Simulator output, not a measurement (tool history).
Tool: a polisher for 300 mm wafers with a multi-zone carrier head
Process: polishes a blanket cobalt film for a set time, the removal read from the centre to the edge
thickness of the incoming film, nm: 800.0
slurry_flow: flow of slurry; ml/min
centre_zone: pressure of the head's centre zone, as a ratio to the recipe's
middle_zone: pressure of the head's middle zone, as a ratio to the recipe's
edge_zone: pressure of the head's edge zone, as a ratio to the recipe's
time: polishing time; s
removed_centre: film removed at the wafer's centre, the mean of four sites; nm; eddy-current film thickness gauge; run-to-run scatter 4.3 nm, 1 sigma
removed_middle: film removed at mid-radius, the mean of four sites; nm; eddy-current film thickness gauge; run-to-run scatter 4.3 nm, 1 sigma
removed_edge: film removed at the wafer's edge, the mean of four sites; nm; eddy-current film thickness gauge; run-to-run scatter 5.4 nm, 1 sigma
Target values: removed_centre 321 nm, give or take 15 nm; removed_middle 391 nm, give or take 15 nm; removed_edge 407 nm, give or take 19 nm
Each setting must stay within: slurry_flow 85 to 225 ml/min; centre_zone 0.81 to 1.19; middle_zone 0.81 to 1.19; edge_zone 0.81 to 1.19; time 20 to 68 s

run	day	slurry_flow	centre_zone	middle_zone	edge_zone	time	removed_centre	removed_middle	removed_edge
1	0	145	1	1	1	44	288.99	279.55	288.03
2	0.308	145	1.06	1	1	44	305.72	278.29	285.86
3	0.592	165	1.06	1	1	44	310.54	282.75	286.44
4	0.688	165	1.06	1	1	53	385.02	339.69	350.8
5	0.917	165	1.03	1.01	1.02	53	376.6	343.06	346.76
6	1.221	165	1.03	1.01	0.98	53	367.36	339.87	341.29
7	1.379	155	1	1.02	1	54	362.01	350.81	350.38
8	1.675	150	0.98	1.02	1.01	55	356.09	353	360.34
9	1.821	145	0.96	1.03	1.02	56	351.02	365.77	358.37
10	1.912	140	0.94	1.02	1.03	57	359.29	365.13	371.09
11	2.188	135	0.92	1.03	1.05	57	339.7	367.18	367.8
12	2.454	135	0.91	1.03	1.06	58	343.04	366.71	375.09
# day 2.704: worn pad replaced by a new one
13	2.704	135	0.9	1.03	1.07	59	378.16	405.1	425.94
14	2.992	130	0.89	1.03	1.07	59	373.07	413.24	427.36
15	3.196	125	0.88	1.03	1.07	59	351.98	409.74	419.58
16	3.446	125	0.88	1.02	1.07	59	359	403.07	422.48
17	3.633	125	0.88	1.02	1.07	59	361.25	398.57	422.13
18	3.979	125	0.87	1.02	1.07	59	358.99	404.75	432.42
19	4.208	115	0.85	1.03	1.05	58	330.45	389.27	398.14

Exactly one of the 5 candidate moves below puts every result within its allowed miss. Which one?
A	4.438	95	0.82	1.02	1.02	61	?	?	?
B	4.438	135	0.95	1.02	0.99	54	?	?	?
C	4.438	100	0.88	1.02	1.05	61	?	?	?
D	4.438	135	0.93	1.06	1.01	54	?	?	?
E	4.438	110	0.87	1.13	1.04	53	?	?	?

move	removed_centre	removed_middle	removed_edge
A	328.69	395.84	411.35
B	368.99	378.43	380.53
C	358.17	400.73	418.89
D	361.26	390.14	382.82
E	315.85	386.25	367.87
A: all results land within tolerance of their targets
B: lands further from the targets than the last run did
C: lands further from the targets than the last run did
D: lands further from the targets than the last run did
E: the furthest-off result lands on target, but another misses its tolerance
A is the move that brings every result within its allowed miss.
